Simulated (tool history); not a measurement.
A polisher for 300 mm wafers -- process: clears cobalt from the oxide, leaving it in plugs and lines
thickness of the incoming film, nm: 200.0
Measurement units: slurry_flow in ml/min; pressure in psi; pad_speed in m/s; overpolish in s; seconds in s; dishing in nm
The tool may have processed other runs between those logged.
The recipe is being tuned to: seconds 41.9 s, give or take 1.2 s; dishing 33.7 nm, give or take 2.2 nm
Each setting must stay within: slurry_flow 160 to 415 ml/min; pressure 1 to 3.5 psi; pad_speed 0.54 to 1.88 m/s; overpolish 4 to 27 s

Run 1, hour 0: slurry_flow 265 ml/min, pressure 2.2 psi, pad_speed 1.2 m/s, overpolish 14 s. Result: seconds 25.579 s, dishing 43.323 nm.
Run 2, hour 1.5: slurry_flow 265 ml/min, pressure 2 psi, pad_speed 1.2 m/s, overpolish 13 s. Result: seconds 28.056 s, dishing 39.693 nm.
Run 3, hour 7.2: slurry_flow 265 ml/min, pressure 2 psi, pad_speed 1.2 m/s, overpolish 11 s. Result: seconds 28.318 s, dishing 38.227 nm.
Run 4, hour 13.3: slurry_flow 265 ml/min, pressure 2.3 psi, pad_speed 1.2 m/s, overpolish 11 s. Result: seconds 24.467 s, dishing 41.23 nm.
Run 5, hour 20.1: slurry_flow 265 ml/min, pressure 2.1 psi, pad_speed 1.2 m/s, overpolish 11 s. Result: seconds 26.572 s, dishing 38.88 nm.
Run 6, hour 25.7: slurry_flow 265 ml/min, pressure 2.1 psi, pad_speed 1.2 m/s, overpolish 16 s. Result: seconds 26.252 s, dishing 43.92 nm.
Run 7, hour 33.2: slurry_flow 265 ml/min, pressure 1.9 psi, pad_speed 1.2 m/s, overpolish 16 s. Result: seconds 29.355 s, dishing 44.308 nm.
Run 8, hour 40.8: slurry_flow 265 ml/min, pressure 1.8 psi, pad_speed 1.2 m/s, overpolish 15 s. Result: seconds 30.44 s, dishing 41.856 nm.

Which one of the following 5 next-run settings gets every result inside its allowed miss? There is exactly one.
Run A, hour 48.4: slurry_flow 280 ml/min, pressure 1.7 psi, pad_speed 1.1 m/s, overpolish 13 s. Result: seconds ?, dishing ?.
Run B, hour 48.4: slurry_flow 250 ml/min, pressure 1.6 psi, pad_speed 0.94 m/s, overpolish 15 s. Result: seconds ?, dishing ?.
Run C, hour 48.4: slurry_flow 325 ml/min, pressure 1.6 psi, pad_speed 0.96 m/s, overpolish 12 s. Result: seconds ?, dishing ?.
Run D, hour 48.4: slurry_flow 370 ml/min, pressure 2.1 psi, pad_speed 1.72 m/s, overpolish 8 s. Result: seconds ?, dishing ?.
Run E, hour 48.4: slurry_flow 230 ml/min, pressure 1.6 psi, pad_speed 0.9 m/s, overpolish 15 s. Result: seconds ?, dishing ?.

move  seconds  dishing
   A   35.374   38.894
   B   44.088   37.697
   C   42.237   34.536
   D   18.266   41.377
   E    46.35   36.857
A: closes in on the targets versus the last run, not all within tolerance yet
B: carries the result that was furthest off beyond its target, to the other side
C: in spec on every target
D: lands further from the targets than the last run did
E: carries the result that was furthest off beyond its target, to the other side
C meets every target.
